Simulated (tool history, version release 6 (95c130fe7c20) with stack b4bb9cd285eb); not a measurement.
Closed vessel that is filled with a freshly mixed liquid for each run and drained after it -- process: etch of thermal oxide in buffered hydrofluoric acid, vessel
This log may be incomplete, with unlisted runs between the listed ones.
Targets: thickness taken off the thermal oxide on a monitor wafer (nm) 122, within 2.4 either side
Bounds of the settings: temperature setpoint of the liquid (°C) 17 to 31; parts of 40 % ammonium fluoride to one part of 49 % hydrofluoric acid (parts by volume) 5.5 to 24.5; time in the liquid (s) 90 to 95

| run | hour | temperature setpoint of the liquid (°C) | parts of 40 % ammonium fluoride to one part of 49 % hydrofluoric acid (parts by volume) | time in the liquid (s) | thickness taken off the thermal oxide on a monitor wafer (nm) |
|---|---|---|---|---|---|
| 1 | 0 | 23 | 15 | 90 | 65.044 |
| 2 | 1.5 | 24.5 | 15 | 90 | 71.204 |
| 3 | 2.8 | 25.5 | 14.5 | 90 | 78.03 |
| 4 | 9 | 25.5 | 10.5 | 90 | 106.83 |
| 5 | 10.5 | 25.5 | 8.5 | 90 | 127.41 |
| 6 | 18.7 | 22.5 | 8.5 | 90 | 106.83 |
| 7 | 21.1 | 23 | 8.5 | 90 | 111.19 |
| 8 | 27.2 | 24 | 8.5 | 90 | 118.12 |

Pick the move, out of 4, that brings all results within their allowed miss; only one does.
| A | 33.3 | 22.5 | 8 | 90 | ? |
| B | 33.3 | 23.5 | 8 | 90 | ? |
| C | 33.3 | 22 | 8 | 90 | ? |
| D | 33.3 | 22.5 | 8.5 | 95 | ? |

| move | thickness taken off the thermal oxide on a monitor wafer (nm) |
|---|---|
| A | 114.64 |
| B | 121.1 |
| C | 111.52 |
| D | 113.31 |
A: the biggest miss grows against the last run
B: every result lands within tolerance
C: the biggest miss grows against the last run
D: the biggest miss grows against the last run
Move B is the one to make.
